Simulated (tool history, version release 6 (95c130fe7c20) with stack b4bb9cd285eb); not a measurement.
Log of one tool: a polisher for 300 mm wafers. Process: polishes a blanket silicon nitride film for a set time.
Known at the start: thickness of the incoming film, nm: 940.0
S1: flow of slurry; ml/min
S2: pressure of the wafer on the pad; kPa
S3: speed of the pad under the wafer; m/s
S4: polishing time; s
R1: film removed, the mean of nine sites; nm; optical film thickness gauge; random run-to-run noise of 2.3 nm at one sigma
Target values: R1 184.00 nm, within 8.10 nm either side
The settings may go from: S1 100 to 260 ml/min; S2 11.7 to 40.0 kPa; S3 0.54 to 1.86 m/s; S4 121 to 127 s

run 1 hour=0.0 | S1=165 S2=25.5 S3=1.18 S4=121 | R1=286.63
run 2 hour=7.0 | S1=165 S2=25.5 S3=1.36 S4=121 | R1=316.57
run 3 hour=14.3 | S1=165 S2=23.4 S3=1.36 S4=121 | R1=279.44
run 4 hour=15.2 | S1=165 S2=17.9 S3=1.36 S4=121 | R1=225.44
run 5 hour=22.9 | S1=165 S2=17.2 S3=1.36 S4=121 | R1=212.65
run 6 hour=28.3 | S1=190 S2=17.2 S3=1.36 S4=121 | R1=218.09
run 7 hour=32.3 | S1=180 S2=12.4 S3=1.34 S4=121 | R1=156.45
run 8 hour=36.9 | S1=180 S2=13.1 S3=1.34 S4=121 | R1=165.82

Consider the 4 candidate settings below. Which is the only one whose results all fall within their allowed miss of target?
run A hour=41.5 | S1=170 S2=14.5 S3=1.52 S4=127 | R1=?
run B hour=41.5 | S1=210 S2=14.5 S3=1.36 S4=121 | R1=?
run C hour=41.5 | S1=195 S2=16.5 S3=1.22 S4=127 | R1=?
run D hour=41.5 | S1=180 S2=15.2 S3=1.38 S4=127 | R1=?

move=A R1=206.35
move=B R1=184.39
move=C R1=201.29
move=D R1=201.64
A: carries the result that was furthest off beyond its target, to the other side
B: all results land within tolerance of their targets
C: carries the result that was furthest off beyond its target, to the other side
D: carries the result that was furthest off beyond its target, to the other side
The right move is B.
